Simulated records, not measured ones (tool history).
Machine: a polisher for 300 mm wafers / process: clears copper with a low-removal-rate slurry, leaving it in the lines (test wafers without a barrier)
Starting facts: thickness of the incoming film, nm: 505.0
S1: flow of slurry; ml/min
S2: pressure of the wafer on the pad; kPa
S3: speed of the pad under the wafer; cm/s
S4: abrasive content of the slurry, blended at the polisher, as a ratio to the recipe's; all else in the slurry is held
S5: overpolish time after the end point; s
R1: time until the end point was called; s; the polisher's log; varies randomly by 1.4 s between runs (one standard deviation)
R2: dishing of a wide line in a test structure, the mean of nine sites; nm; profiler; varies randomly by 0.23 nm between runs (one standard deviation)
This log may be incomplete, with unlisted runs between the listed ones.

run	day	S1	S2	S3	S4	S5	R1	R2
1	0.000	295	22.1	142	1.00	22	98.329	69.184
2	0.133	270	22.1	142	1.00	22	100.060	66.846
3	0.392	245	18.6	148	1.00	18	111.410	54.295
4	0.462	280	18.6	148	1.00	18	108.110	53.821
5	0.492	330	16.5	148	0.90	15	122.850	43.526
6	0.608	365	14.5	154	0.80	13	132.330	35.480
7	0.933	390	13.1	162	0.70	11	139.530	30.471
8	1.154	410	12.4	170	0.65	10	142.950	27.095
9	1.275	425	11.7	182	0.60	9	139.790	24.258
10	1.642	435	11.7	186	0.55	8	134.070	22.672

What does the tool deliver on the next run?
11	1.746	465	10.3	192	0.50	7	?	?

Run 11 came out at R1 147.510 s, R2 18.986 nm.

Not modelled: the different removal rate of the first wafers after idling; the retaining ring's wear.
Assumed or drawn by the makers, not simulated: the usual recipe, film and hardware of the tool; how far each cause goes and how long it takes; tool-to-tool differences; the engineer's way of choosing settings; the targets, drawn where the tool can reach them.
